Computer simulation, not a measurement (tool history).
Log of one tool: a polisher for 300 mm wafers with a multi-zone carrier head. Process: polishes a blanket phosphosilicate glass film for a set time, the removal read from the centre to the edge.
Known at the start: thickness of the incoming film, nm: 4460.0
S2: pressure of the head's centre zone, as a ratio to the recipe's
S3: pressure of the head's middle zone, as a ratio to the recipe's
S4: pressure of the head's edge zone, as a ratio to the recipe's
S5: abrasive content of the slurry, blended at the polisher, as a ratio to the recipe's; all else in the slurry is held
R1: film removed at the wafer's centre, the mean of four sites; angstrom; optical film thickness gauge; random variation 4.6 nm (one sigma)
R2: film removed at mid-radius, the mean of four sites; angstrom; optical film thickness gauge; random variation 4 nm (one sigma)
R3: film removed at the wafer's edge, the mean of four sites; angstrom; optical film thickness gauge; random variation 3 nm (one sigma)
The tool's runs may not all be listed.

{"run": 1, "day": 0.0, "flow of slurry (ml/min)": 185, "S2": 1, "S3": 1, "S4": 1, "S5": 1, "polishing time (s)": 84, "R1": 5123.9, "R2": 5095.8, "R3": 5051.1}
{"run": 2, "day": 0.325, "flow of slurry (ml/min)": 185, "S2": 1, "S3": 1, "S4": 0.95, "S5": 1, "polishing time (s)": 84, "R1": 5020.9, "R2": 5041.2, "R3": 4872.8}
{"run": 3, "day": 0.596, "flow of slurry (ml/min)": 185, "S2": 1, "S3": 0.94, "S4": 0.95, "S5": 1, "polishing time (s)": 84, "R1": 5105.1, "R2": 4812.3, "R3": 4995.6}
{"run": 4, "day": 0.662, "flow of slurry (ml/min)": 185, "S2": 1, "S3": 0.87, "S4": 0.95, "S5": 1, "polishing time (s)": 84, "R1": 5008.6, "R2": 4669.5, "R3": 4910.8}
{"run": 5, "day": 0.829, "flow of slurry (ml/min)": 180, "S2": 0.99, "S3": 0.86, "S4": 0.92, "S5": 0.85, "polishing time (s)": 80, "R1": 4378.9, "R2": 4058.3, "R3": 4257.2}
{"run": 6, "day": 1.092, "flow of slurry (ml/min)": 170, "S2": 0.97, "S3": 0.85, "S4": 0.9, "S5": 0.75, "polishing time (s)": 78, "R1": 3840, "R2": 3672.5, "R3": 3815.5}
{"run": 7, "day": 1.3, "flow of slurry (ml/min)": 160, "S2": 0.97, "S3": 0.84, "S4": 0.89, "S5": 0.65, "polishing time (s)": 78, "R1": 3504.2, "R2": 3314.3, "R3": 3533.8}
{"run": 8, "day": 1.65, "flow of slurry (ml/min)": 150, "S2": 0.97, "S3": 0.84, "S4": 0.87, "S5": 0.6, "polishing time (s)": 78, "R1": 3471.6, "R2": 3104.1, "R3": 3278.7}
{"run": 9, "day": 1.779, "flow of slurry (ml/min)": 145, "S2": 0.95, "S3": 0.85, "S4": 0.86, "S5": 0.6, "polishing time (s)": 78, "R1": 3296.9, "R2": 3157, "R3": 3275.9}

The next listed run, before its measurement:
{"run": 10, "day": 2.117, "flow of slurry (ml/min)": 135, "S2": 0.95, "S3": 0.85, "S4": 0.85, "S5": 0.6, "polishing time (s)": 78, "R1": "?", "R2": "?", "R3": "?"}

R1: 3212.7 angstrom
R2: 3059.5 angstrom
R3: 3212.7 angstrom
